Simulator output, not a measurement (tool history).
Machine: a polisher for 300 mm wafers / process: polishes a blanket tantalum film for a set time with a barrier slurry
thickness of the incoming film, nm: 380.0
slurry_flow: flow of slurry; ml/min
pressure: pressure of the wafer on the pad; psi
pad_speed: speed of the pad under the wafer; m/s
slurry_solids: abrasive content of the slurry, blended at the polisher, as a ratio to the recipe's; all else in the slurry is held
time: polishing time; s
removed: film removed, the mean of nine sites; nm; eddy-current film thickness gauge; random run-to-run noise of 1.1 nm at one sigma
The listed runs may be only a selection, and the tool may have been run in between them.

run,hour,slurry_flow,pressure,pad_speed,slurry_solids,time,removed
1,0.0,150,1.8,0.98,1.0,104,159.61
2,3.3,140,1.8,0.98,1.0,104,161.54
3,7.1,110,1.8,0.98,1.0,104,149.44
4,9.4,110,1.7,0.98,1.0,104,141.91
5,13.2,110,1.7,1.18,1.0,104,170.75
6,18.9,110,1.9,1.18,1.0,104,187.16
7,26.5,110,1.7,1.18,1.0,104,170.87
8,28.4,110,1.6,1.18,1.0,104,161.46
9,30.3,110,1.5,1.18,1.0,104,153.19

Expected results for the next run?
10,34.6,110,1.4,1.18,1.0,104,?

{"run 10": {"removed": 143.27}}
